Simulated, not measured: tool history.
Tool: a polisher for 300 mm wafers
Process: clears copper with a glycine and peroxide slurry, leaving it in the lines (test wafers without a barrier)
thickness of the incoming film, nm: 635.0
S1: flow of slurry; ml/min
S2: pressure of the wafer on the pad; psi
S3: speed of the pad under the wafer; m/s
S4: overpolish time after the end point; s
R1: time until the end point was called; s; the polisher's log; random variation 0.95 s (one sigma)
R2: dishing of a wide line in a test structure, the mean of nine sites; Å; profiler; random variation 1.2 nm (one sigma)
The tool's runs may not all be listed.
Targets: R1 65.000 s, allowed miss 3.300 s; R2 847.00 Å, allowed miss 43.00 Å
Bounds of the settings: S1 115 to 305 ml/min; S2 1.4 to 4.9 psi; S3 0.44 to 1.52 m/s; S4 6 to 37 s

| run | day | S1 | S2 | S3 | S4 | R1 | R2 |
|---|---|---|---|---|---|---|---|
| 1 | 0.000 | 195 | 3.1 | 0.98 | 19 | 104.570 | 628.28 |
| 2 | 0.142 | 195 | 3.6 | 1.00 | 19 | 88.014 | 694.81 |
| 3 | 0.217 | 195 | 3.0 | 1.00 | 19 | 104.210 | 612.74 |
| 4 | 0.571 | 195 | 2.2 | 1.00 | 19 | 134.200 | 501.64 |
| 5 | 0.858 | 195 | 2.2 | 1.16 | 19 | 118.930 | 546.67 |
| 6 | 1.204 | 195 | 2.8 | 1.18 | 19 | 94.159 | 639.48 |
| 7 | 1.458 | 195 | 2.8 | 1.18 | 19 | 96.770 | 639.43 |
| 8 | 1.638 | 195 | 2.8 | 1.18 | 19 | 94.793 | 642.34 |
| 9 | 1.975 | 195 | 3.2 | 1.18 | 19 | 85.258 | 697.93 |
| 10 | 2.004 | 195 | 3.5 | 1.18 | 19 | 78.588 | 749.87 |
| 11 | 2.196 | 195 | 3.7 | 1.18 | 19 | 75.664 | 767.15 |
| 12 | 2.517 | 195 | 3.9 | 1.18 | 19 | 71.626 | 789.62 |
| 13 | 2.579 | 195 | 4.0 | 1.18 | 19 | 70.335 | 789.48 |

Which of these 4 next moves meets every target?
| A | 2.642 | 215 | 4.2 | 1.36 | 17 | ? | ? |
| B | 2.642 | 190 | 4.7 | 1.26 | 14 | ? | ? |
| C | 2.642 | 210 | 4.8 | 1.04 | 19 | ? | ? |
| D | 2.642 | 205 | 4.2 | 1.44 | 18 | ? | ? |

| move | R1 | R2 |
|---|---|---|
| A | 58.588 | 815.65 |
| B | 57.716 | 748.20 |
| C | 66.353 | 827.08 |
| D | 55.989 | 856.04 |
A: takes the result that was furthest off past its target
B: takes the result that was furthest off past its target
C: meets every target
D: takes the result that was furthest off past its target
Move C is the one to make.
